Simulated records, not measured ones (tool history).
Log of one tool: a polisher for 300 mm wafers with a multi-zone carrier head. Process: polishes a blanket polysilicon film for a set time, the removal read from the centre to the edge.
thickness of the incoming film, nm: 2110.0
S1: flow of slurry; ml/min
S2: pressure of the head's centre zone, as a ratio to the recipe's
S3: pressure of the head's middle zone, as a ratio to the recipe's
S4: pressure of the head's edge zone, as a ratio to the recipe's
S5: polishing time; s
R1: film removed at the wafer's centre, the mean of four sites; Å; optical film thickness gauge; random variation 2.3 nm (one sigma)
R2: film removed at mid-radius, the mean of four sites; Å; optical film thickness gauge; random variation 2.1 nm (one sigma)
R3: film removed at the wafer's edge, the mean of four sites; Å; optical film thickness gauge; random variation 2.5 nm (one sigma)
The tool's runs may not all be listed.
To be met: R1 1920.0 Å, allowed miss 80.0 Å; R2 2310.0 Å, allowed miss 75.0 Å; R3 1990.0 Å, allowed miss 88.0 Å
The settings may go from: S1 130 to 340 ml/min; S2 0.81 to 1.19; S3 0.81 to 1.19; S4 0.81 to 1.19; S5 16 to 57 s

run  hour   S1    S2    S3    S4  S5      R1      R2      R3
  1   0.0  220  1.00  1.00  1.00  36  3203.8  3426.2  3338.3
  2   2.7  220  0.99  1.00  0.99  34  3084.2  3225.0  3162.2
  3   8.9  220  0.99  0.95  0.99  34  3021.6  3083.4  3216.8
  4  15.2  220  1.06  0.95  0.99  34  3251.8  3052.8  3118.8
  5  21.3  220  1.05  0.97  0.98  32  3095.0  2955.5  2893.6
  6  27.2  220  1.05  0.97  0.98  27  2538.7  2509.8  2510.7
  7  30.0  200  0.95  1.07  0.88  21  1782.7  2095.0  1838.6
  8  37.9  260  0.97  1.12  0.96  21  1921.2  2201.9  1933.4

Which of these 4 next moves meets every target?
  A  45.8  275  0.99  1.19  1.03  21   ?   ?   ?
  B  45.8  270  0.86  0.99  1.06  22   ?   ?   ?
  C  45.8  270  0.97  1.05  0.97  21   ?   ?   ?
  D  45.8  260  0.90  1.06  1.00  23   ?   ?   ?

move      R1      R2      R3
   A  1947.0  2338.2  2003.6
   B  1763.5  2119.9  2130.8
   C  1901.3  2116.0  1946.6
   D  1921.6  2325.0  2155.8
A: meets every target
B: further off than the last run
C: further off than the last run
D: brings the result that was furthest off to its target, and leaves another outside
The right move is A.
